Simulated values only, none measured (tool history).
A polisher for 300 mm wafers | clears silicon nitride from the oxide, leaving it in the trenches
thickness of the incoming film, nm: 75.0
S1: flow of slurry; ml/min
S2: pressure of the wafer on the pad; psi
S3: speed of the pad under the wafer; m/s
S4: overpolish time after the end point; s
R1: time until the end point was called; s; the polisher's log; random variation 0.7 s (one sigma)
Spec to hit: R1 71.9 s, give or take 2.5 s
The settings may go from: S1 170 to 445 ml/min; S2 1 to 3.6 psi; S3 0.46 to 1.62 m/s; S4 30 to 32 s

run,hour,S1,S2,S3,S4,R1
1,0,285,2.3,1.04,30,124.85
2,4.5,235,2.3,1.04,30,126.77
3,13.5,275,2.3,1.04,30,124.87
4,18,275,2.4,1.04,30,120.39
5,19.5,275,2.5,1.04,30,114.05
6,22.8,275,2.5,0.9,30,133.17
7,30.1,275,2.6,0.92,30,123.89
8,36.5,275,2.7,0.94,30,119.26
9,39.2,275,2.8,0.96,30,110.95
10,41.7,275,2.9,0.98,30,105.48
11,44.6,275,3,1,30,100.62
12,46.7,275,3.1,1.02,30,94.463
13,48.2,280,3.6,1.08,30,76.338

Which one of the following 4 next-run settings gets every result inside its allowed miss? There is exactly one.
A,49.7,250,3.6,1.06,30,?
B,49.7,170,3.6,1.24,30,?
C,49.7,255,3.6,1.26,30,?
D,49.7,330,3.6,1.06,30,?

move,R1
A,81.019
B,73.826
C,68.316
D,78.72
A: the biggest miss grows against the last run
B: all results in spec
C: carries the result that was furthest off beyond its target, to the other side
D: the biggest miss grows against the last run
The move that meets every target is B.
